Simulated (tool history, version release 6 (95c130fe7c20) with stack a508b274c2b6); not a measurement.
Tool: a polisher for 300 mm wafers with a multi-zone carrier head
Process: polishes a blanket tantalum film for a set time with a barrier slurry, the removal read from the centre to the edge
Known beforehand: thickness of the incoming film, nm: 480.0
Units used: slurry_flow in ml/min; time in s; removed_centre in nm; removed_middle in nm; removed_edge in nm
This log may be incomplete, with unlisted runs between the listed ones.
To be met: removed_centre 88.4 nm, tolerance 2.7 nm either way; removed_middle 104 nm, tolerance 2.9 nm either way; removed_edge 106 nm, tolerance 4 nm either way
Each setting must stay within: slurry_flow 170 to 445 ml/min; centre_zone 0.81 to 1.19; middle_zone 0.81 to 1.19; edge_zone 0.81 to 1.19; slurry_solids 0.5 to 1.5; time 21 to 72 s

| run | hour | slurry_flow | centre_zone | middle_zone | edge_zone | slurry_solids | time | removed_centre | removed_middle | removed_edge |
|---|---|---|---|---|---|---|---|---|---|---|
| 1 | 0 | 285 | 1 | 1 | 1 | 1 | 46 | 76.568 | 77.244 | 75.634 |
| 2 | 7.1 | 285 | 0.98 | 1.01 | 1.04 | 1.1 | 47 | 78.194 | 81.927 | 81.538 |
| 3 | 8.5 | 290 | 0.97 | 1.02 | 1.07 | 1.2 | 48 | 83.649 | 85.938 | 86.239 |
| 4 | 13.7 | 350 | 0.97 | 1.02 | 1.07 | 1.2 | 48 | 83.539 | 88.31 | 86.31 |
| 5 | 17.3 | 340 | 0.94 | 1.03 | 1.09 | 1.25 | 49 | 83.168 | 90.808 | 88.443 |
| 6 | 25.9 | 340 | 0.94 | 1.03 | 1.01 | 1.25 | 49 | 83.497 | 91.109 | 86.827 |
| 7 | 33.8 | 325 | 0.92 | 1.03 | 1.03 | 1.3 | 50 | 83.916 | 92.916 | 89.817 |
| 8 | 36.9 | 310 | 0.9 | 1.03 | 1.05 | 1.35 | 51 | 83.791 | 95.758 | 94.031 |
| 9 | 40.5 | 300 | 0.9 | 1.03 | 1.07 | 1.4 | 52 | 85.566 | 98.205 | 96.958 |
| 10 | 47.9 | 295 | 0.9 | 1.03 | 1.09 | 1.4 | 52 | 86.258 | 98.542 | 97.994 |
| 11 | 50.3 | 290 | 0.9 | 1.03 | 1.1 | 1.4 | 52 | 86.08 | 98.559 | 99.397 |
| 12 | 57.7 | 285 | 0.9 | 1.04 | 1.11 | 1.4 | 52 | 87.192 | 98.413 | 97.206 |
| 13 | 59.6 | 290 | 0.89 | 1.04 | 1.12 | 1.4 | 52 | 84.314 | 100.08 | 97.989 |
| 14 | 62.7 | 290 | 0.89 | 1.04 | 1.13 | 1.4 | 52 | 84.876 | 98.789 | 99.427 |

Which one of the following 5 next-run settings gets every result inside its allowed miss? There is exactly one.
| A | 65.8 | 290 | 0.87 | 1.03 | 1.15 | 1.4 | 55 | ? | ? | ? |
| B | 65.8 | 325 | 0.88 | 1.06 | 1.11 | 1.3 | 49 | ? | ? | ? |
| C | 65.8 | 265 | 0.94 | 0.98 | 1.12 | 1.35 | 53 | ? | ? | ? |
| D | 65.8 | 170 | 0.98 | 1.05 | 1.09 | 1.4 | 50 | ? | ? | ? |
| E | 65.8 | 305 | 0.82 | 1.08 | 1.17 | 1.35 | 54 | ? | ? | ? |

| move | removed_centre | removed_middle | removed_edge |
|---|---|---|---|
| A | 88.145 | 103.92 | 105.95 |
| B | 78.703 | 93.907 | 91.981 |
| C | 90.247 | 94.561 | 99.795 |
| D | 86.258 | 92.237 | 91.59 |
| E | 81.262 | 105.71 | 104.03 |
A: every result within its allowed miss
B: misses by more than the last run did
C: misses by more than the last run did
D: misses by more than the last run did
E: gets the furthest-off result to its target, but another result is out of tolerance
Move A is the one to make.
